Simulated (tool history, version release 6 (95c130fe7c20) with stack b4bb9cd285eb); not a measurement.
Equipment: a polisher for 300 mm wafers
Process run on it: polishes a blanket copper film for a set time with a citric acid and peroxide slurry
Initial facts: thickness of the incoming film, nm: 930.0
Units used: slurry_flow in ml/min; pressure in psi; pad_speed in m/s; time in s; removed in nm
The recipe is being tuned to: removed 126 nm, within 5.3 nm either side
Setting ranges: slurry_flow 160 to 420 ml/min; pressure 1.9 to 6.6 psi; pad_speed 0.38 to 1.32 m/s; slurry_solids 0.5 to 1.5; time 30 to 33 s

run  hour  slurry_flow  pressure  pad_speed  slurry_solids  time  removed
  1     0          270       4.2       0.84              1    33   97.513
  2   1.5          270       4.3       0.84              1    33   99.125
  3  10.1          270       4.4       0.84              1    33   101.17
  4  18.3          270       4.4       0.74              1    33    89.01
  5  25.7          270       4.4       0.74              1    33   91.504
  6  26.9          270       4.5       0.74              1    33   91.663
  7  29.2          270       4.7       0.74              1    33   96.249
  8  31.1          270       4.8       0.74              1    33   96.934

4 candidate next runs follow, results not yet known. Just one meets every target within its allowed miss. Identify it.
  A    33          290       5.3       0.76           0.95    33        ?
  B    33          270       5.3       0.76           0.95    33        ?
  C    33          330       5.4        0.8           0.85    32        ?
  D    33          165       6.6       0.78           0.75    33        ?

move  removed
   A   110.34
   B   109.52
   C    113.7
   D    124.3
A: better than the last run, though not everything is in spec
B: better than the last run, though not everything is in spec
C: better than the last run, though not everything is in spec
D: every result lands within tolerance
D meets every target.
